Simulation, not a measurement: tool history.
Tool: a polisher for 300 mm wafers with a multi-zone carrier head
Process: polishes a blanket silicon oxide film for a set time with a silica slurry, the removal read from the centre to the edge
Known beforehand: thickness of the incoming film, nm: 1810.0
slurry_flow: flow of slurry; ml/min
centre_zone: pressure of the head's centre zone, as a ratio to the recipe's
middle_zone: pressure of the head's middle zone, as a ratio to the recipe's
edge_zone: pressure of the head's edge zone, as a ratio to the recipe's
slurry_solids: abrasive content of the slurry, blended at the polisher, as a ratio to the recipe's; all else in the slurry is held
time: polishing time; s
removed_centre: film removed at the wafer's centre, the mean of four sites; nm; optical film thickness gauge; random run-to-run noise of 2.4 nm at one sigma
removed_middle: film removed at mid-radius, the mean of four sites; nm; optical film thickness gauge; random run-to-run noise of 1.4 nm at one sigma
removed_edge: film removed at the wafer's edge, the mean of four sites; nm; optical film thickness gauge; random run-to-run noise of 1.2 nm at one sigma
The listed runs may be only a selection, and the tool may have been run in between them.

run  hour  slurry_flow  centre_zone  middle_zone  edge_zone  slurry_solids  time  removed_centre  removed_middle  removed_edge
  1     0          320            1            1          1              1    45           133.2          132.57        131.78
  2   2.6          290            1            1          1              1    45           130.1          129.22        130.18
  3   9.9          315         1.03         1.03       1.03           1.05    45          138.36           138.2        133.36
  4  15.1          325         1.04         1.03       1.04            1.1    45           147.4          140.01        137.44
  5  15.7          325         1.04         1.08       1.04            1.1    45          140.88          144.93        139.98
  6    20          325         1.04         1.08       1.04            1.1    56           180.6           179.2        172.98
  7  24.5          320         1.04         1.08       1.02            1.1    56          172.97          180.54        170.29
  8  33.2          315         1.05         1.07       1.01            1.1    56          175.41          179.18        170.41
  9  40.2          315         1.06         1.06          1            1.1    56          180.51          176.82        168.55
 10  43.9          310         1.06         1.06       0.99            1.1    56          179.36          177.42        171.28

What will run 11 give?
     47.8  -- worn pad replaced by a new one
 11  47.8          310         1.06         1.06       0.99            1.1    56               ?               ?             ?

{"run 11": {"removed_centre": 202.57, "removed_middle": 201.34, "removed_edge": 195.4}}
